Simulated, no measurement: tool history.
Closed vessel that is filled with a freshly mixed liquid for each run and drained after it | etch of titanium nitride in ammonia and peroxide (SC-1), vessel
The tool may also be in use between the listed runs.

| run | day | temperature setpoint of the liquid (K) | parts of water to one part of 30 % peroxide (parts by volume) | parts of 29 % ammonia solution to one part of 30 % peroxide (parts by volume) | time in the liquid (s) | thickness taken off the titanium nitride on a monitor wafer (nm) |
|---|---|---|---|---|---|---|
| 1 | 0 | 324.15 | 28.5 | 0.4 | 80 | 2.6638 |
| 2 | 0.383 | 324.15 | 28.5 | 0.5 | 80 | 2.7928 |
| 3 | 0.45 | 324.15 | 20 | 0.5 | 80 | 3.4297 |
| 4 | 0.546 | 324.15 | 20 | 0.6 | 80 | 3.5383 |
| 5 | 0.888 | 330.65 | 20 | 0.6 | 80 | 5.4883 |
| 6 | 1.104 | 329.65 | 20 | 0.6 | 80 | 5.2129 |

Forecast run 7:
| 7 | 1.221 | 325.15 | 20 | 0.6 | 80 | ? |

Run 7 gave thickness taken off the titanium nitride on a monitor wafer (nm) 3.7738.
